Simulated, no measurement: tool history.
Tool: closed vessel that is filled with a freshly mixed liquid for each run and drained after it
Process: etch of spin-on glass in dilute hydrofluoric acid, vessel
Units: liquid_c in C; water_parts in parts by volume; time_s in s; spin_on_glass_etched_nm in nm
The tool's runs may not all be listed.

run	day	liquid_c	water_parts	time_s	spin_on_glass_etched_nm
1	0	21	190	160	36.791
2	0.042	23	190	160	39.839
3	0.354	21.5	210	160	33.366
4	0.633	21.5	210	170	35.167
5	0.733	20.5	225	170	31.197
6	1.088	20.5	160	170	46.375
7	1.45	20.5	160	170	46.869
8	1.679	20.5	160	170	46.307

Run 9 comes next. What will it give?
9	1.892	19.5	190	170	?

{"run 9": {"spin_on_glass_etched_nm": 36.69}}
